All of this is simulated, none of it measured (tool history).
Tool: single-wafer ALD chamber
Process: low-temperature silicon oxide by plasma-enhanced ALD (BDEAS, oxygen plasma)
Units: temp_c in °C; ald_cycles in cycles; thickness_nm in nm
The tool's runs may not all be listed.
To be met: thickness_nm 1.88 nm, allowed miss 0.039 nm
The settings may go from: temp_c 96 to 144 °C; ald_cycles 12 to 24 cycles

run,day,temp_c,ald_cycles,thickness_nm
1,0,120,18,2.3366
2,0.021,121,17,2.1978
3,0.362,123,16,2.0779
4,0.667,125,16,2.0408
5,0.725,115,16,2.1005
6,1.062,108,16,2.1239
7,1.429,109,16,2.1214
8,1.775,115,13,1.7021
9,1.896,114,13,1.6931
10,2.204,113,13,1.7101
11,2.508,112,13,1.7008

4 next moves are on the table. One of them brings every result within its allowed miss. Which?
A,2.812,106,14,?
B,2.812,112,15,?
C,2.812,115,12,?
D,2.812,96,15,?

move,thickness_nm
A,1.8651
B,1.9735
C,1.5688
D,2.0665
A: meets every target
B: takes the result that was furthest off past its target
C: further off than the last run
D: takes the result that was furthest off past its target
Move A is the one to make.
